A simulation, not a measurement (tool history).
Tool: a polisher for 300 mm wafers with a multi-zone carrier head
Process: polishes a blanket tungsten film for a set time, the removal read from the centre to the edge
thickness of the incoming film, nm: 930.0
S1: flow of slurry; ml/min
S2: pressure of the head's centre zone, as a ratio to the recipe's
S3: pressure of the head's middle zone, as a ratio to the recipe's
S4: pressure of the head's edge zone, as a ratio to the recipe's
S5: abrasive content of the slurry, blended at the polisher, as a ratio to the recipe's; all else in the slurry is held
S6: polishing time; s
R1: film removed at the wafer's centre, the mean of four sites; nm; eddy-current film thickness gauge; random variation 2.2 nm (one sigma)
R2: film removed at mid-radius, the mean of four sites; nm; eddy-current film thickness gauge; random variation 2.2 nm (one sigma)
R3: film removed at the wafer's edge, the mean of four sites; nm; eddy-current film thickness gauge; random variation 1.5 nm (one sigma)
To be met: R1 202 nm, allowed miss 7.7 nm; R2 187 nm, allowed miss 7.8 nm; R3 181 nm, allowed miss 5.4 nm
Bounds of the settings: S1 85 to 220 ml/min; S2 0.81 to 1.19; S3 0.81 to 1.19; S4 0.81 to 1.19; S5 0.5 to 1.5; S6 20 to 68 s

| run | hour | S1 | S2 | S3 | S4 | S5 | S6 | R1 | R2 | R3 |
|---|---|---|---|---|---|---|---|---|---|---|
| 1 | 0 | 140 | 1 | 1 | 1 | 1 | 44 | 212.92 | 217.28 | 220.39 |
| 2 | 7.3 | 130 | 1.02 | 0.99 | 0.95 | 0.9 | 44 | 204.78 | 200.02 | 203.73 |
| 3 | 16 | 130 | 1.02 | 0.99 | 0.95 | 1.1 | 44 | 218.65 | 210.78 | 217.8 |
| 4 | 21.5 | 130 | 1.02 | 0.99 | 0.98 | 1.1 | 44 | 223.62 | 213.96 | 221.92 |
| 5 | 25.9 | 125 | 1.04 | 1 | 0.94 | 1.05 | 44 | 216.81 | 212.56 | 210.56 |
| 6 | 33.7 | 125 | 1.04 | 1 | 0.94 | 0.9 | 44 | 203.3 | 202.13 | 199.98 |
| 7 | 35.3 | 120 | 1.06 | 1 | 0.92 | 0.9 | 44 | 206.82 | 196.16 | 197.79 |
|  | 44.2 | slurry nozzle cleaned |
| 8 | 44.2 | 115 | 1.07 | 1.01 | 0.89 | 0.9 | 44 | 225.19 | 209.58 | 203.85 |
| 9 | 50.1 | 120 | 1.07 | 1 | 0.88 | 0.8 | 44 | 224.7 | 205.97 | 197.01 |
| 10 | 58.5 | 115 | 1.07 | 1 | 0.88 | 0.75 | 44 | 211.52 | 199.61 | 190.35 |
| 11 | 62.1 | 110 | 1.07 | 0.99 | 0.88 | 0.75 | 44 | 212.09 | 189.52 | 184.74 |
| 12 | 64.5 | 110 | 1.06 | 0.99 | 0.88 | 0.75 | 44 | 210.81 | 188.41 | 187.65 |

4 next moves are on the table. One of them brings every result within its allowed miss. Which?
| A | 66.9 | 125 | 1.08 | 1.02 | 0.92 | 0.95 | 37 | ? | ? | ? |
| B | 66.9 | 120 | 1.09 | 0.96 | 0.87 | 0.75 | 43 | ? | ? | ? |
| C | 66.9 | 120 | 1.06 | 0.92 | 0.93 | 0.85 | 41 | ? | ? | ? |
| D | 66.9 | 135 | 1 | 0.96 | 1.1 | 1.15 | 35 | ? | ? | ? |

| move | R1 | R2 | R3 |
|---|---|---|---|
| A | 200.37 | 189.97 | 181.34 |
| B | 212.95 | 190.6 | 187.22 |
| C | 206.79 | 183.9 | 192.95 |
| D | 191.05 | 185.79 | 202.34 |
A: meets every target
B: further off than the last run
C: further off than the last run
D: further off than the last run
The right move is A.
